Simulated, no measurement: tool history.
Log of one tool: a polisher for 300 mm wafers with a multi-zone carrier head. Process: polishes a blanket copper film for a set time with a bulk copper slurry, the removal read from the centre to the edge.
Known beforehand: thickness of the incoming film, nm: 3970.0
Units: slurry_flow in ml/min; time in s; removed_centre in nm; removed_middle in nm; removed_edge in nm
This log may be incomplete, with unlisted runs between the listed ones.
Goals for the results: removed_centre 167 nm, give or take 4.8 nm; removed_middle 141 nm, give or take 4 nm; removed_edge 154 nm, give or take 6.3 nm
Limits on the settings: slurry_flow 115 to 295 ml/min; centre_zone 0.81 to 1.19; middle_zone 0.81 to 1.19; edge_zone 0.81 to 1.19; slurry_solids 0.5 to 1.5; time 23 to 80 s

Run 1, hour 0: slurry_flow 190 ml/min, centre_zone 1, middle_zone 1, edge_zone 1, slurry_solids 1, time 51 s. Result: removed_centre 275.24 nm, removed_middle 267.43 nm, removed_edge 255.59 nm.
Run 2, hour 0.9: slurry_flow 180 ml/min, centre_zone 1, middle_zone 0.96, edge_zone 0.98, slurry_solids 0.9, time 47 s. Result: removed_centre 242.46 nm, removed_middle 231.67 nm, removed_edge 227.42 nm.
Run 3, hour 8.8: slurry_flow 180 ml/min, centre_zone 1, middle_zone 0.99, edge_zone 0.98, slurry_solids 0.9, time 47 s. Result: removed_centre 243.4 nm, removed_middle 237.26 nm, removed_edge 225.9 nm.
Run 4, hour 10: slurry_flow 180 ml/min, centre_zone 1, middle_zone 0.99, edge_zone 0.95, slurry_solids 0.9, time 47 s. Result: removed_centre 242.16 nm, removed_middle 233.82 nm, removed_edge 225.6 nm.
Run 5, hour 11.7: slurry_flow 175 ml/min, centre_zone 1.01, middle_zone 0.95, edge_zone 0.93, slurry_solids 0.8, time 44 s. Result: removed_centre 221.52 nm, removed_middle 207.83 nm, removed_edge 203.92 nm.
At hour 12.7: edge zone pressure recalibrated.
Run 6, hour 12.7: slurry_flow 170 ml/min, centre_zone 1.02, middle_zone 0.92, edge_zone 0.92, slurry_solids 0.75, time 42 s. Result: removed_centre 211.72 nm, removed_middle 189.65 nm, removed_edge 198.83 nm.
Run 7, hour 17.9: slurry_flow 175 ml/min, centre_zone 1.03, middle_zone 0.91, edge_zone 0.9, slurry_solids 0.7, time 40 s. Result: removed_centre 201.19 nm, removed_middle 180.01 nm, removed_edge 187.2 nm.
Run 8, hour 24: slurry_flow 175 ml/min, centre_zone 1.03, middle_zone 0.91, edge_zone 0.9, slurry_solids 0.7, time 40 s. Result: removed_centre 202.38 nm, removed_middle 178.87 nm, removed_edge 189.01 nm.
Run 9, hour 26.8: slurry_flow 170 ml/min, centre_zone 1.04, middle_zone 0.91, edge_zone 0.88, slurry_solids 0.65, time 38 s. Result: removed_centre 190.4 nm, removed_middle 166.13 nm, removed_edge 171.3 nm.
Run 10, hour 34: slurry_flow 160 ml/min, centre_zone 1.04, middle_zone 0.9, edge_zone 0.87, slurry_solids 0.6, time 38 s. Result: removed_centre 185.91 nm, removed_middle 163.34 nm, removed_edge 170.28 nm.
Run 11, hour 36.9: slurry_flow 160 ml/min, centre_zone 1.04, middle_zone 0.9, edge_zone 0.87, slurry_solids 0.6, time 38 s. Result: removed_centre 184.09 nm, removed_middle 159.26 nm, removed_edge 170.16 nm.
Run 12, hour 38.8: slurry_flow 155 ml/min, centre_zone 1.04, middle_zone 0.9, edge_zone 0.86, slurry_solids 0.6, time 38 s. Result: removed_centre 182.32 nm, removed_middle 160.11 nm, removed_edge 166.37 nm.
Run 13, hour 41.1: slurry_flow 150 ml/min, centre_zone 1.04, middle_zone 0.89, edge_zone 0.85, slurry_solids 0.6, time 38 s. Result: removed_centre 181.82 nm, removed_middle 159.31 nm, removed_edge 164.87 nm.
Run 14, hour 45.5: slurry_flow 145 ml/min, centre_zone 1.04, middle_zone 0.87, edge_zone 0.84, slurry_solids 0.6, time 38 s. Result: removed_centre 180.69 nm, removed_middle 154.45 nm, removed_edge 162.81 nm.
Run 15, hour 49: slurry_flow 145 ml/min, centre_zone 1.04, middle_zone 0.87, edge_zone 0.84, slurry_solids 0.6, time 38 s. Result: removed_centre 182.56 nm, removed_middle 153.32 nm, removed_edge 163.1 nm.
Run 16, hour 55.8: slurry_flow 140 ml/min, centre_zone 1.03, middle_zone 0.86, edge_zone 0.83, slurry_solids 0.6, time 38 s. Result: removed_centre 176.18 nm, removed_middle 151.01 nm, removed_edge 160.38 nm.

Pick the move, out of 5, that brings all results within their allowed miss; only one does.
Run A, hour 62.6: slurry_flow 135 ml/min, centre_zone 1.07, middle_zone 0.81, edge_zone 0.86, slurry_solids 0.75, time 37 s. Result: removed_centre ?, removed_middle ?, removed_edge ?.
Run B, hour 62.6: slurry_flow 190 ml/min, centre_zone 1.05, middle_zone 0.84, edge_zone 0.87, slurry_solids 0.6, time 37 s. Result: removed_centre ?, removed_middle ?, removed_edge ?.
Run C, hour 62.6: slurry_flow 180 ml/min, centre_zone 1.02, middle_zone 1.02, edge_zone 0.81, slurry_solids 0.6, time 34 s. Result: removed_centre ?, removed_middle ?, removed_edge ?.
Run D, hour 62.6: slurry_flow 190 ml/min, centre_zone 1.01, middle_zone 0.84, edge_zone 0.86, slurry_solids 0.75, time 33 s. Result: removed_centre ?, removed_middle ?, removed_edge ?.
Run E, hour 62.6: slurry_flow 205 ml/min, centre_zone 1.13, middle_zone 0.81, edge_zone 0.87, slurry_solids 0.5, time 36 s. Result: removed_centre ?, removed_middle ?, removed_edge ?.

move  removed_centre  removed_middle  removed_edge
   A          182.07          143.67        165.28
   B          186.46          153.05         168.4
   C           164.9          163.86        148.54
   D          165.89          141.63        154.99
   E           192.5          142.21        160.82
A: brings the last run's worst result on target, with another outside its allowed miss
B: the biggest miss grows against the last run
C: the biggest miss grows against the last run
D: in spec on every target
E: brings the last run's worst result on target, with another outside its allowed miss
Correct choice: D, which meets every target

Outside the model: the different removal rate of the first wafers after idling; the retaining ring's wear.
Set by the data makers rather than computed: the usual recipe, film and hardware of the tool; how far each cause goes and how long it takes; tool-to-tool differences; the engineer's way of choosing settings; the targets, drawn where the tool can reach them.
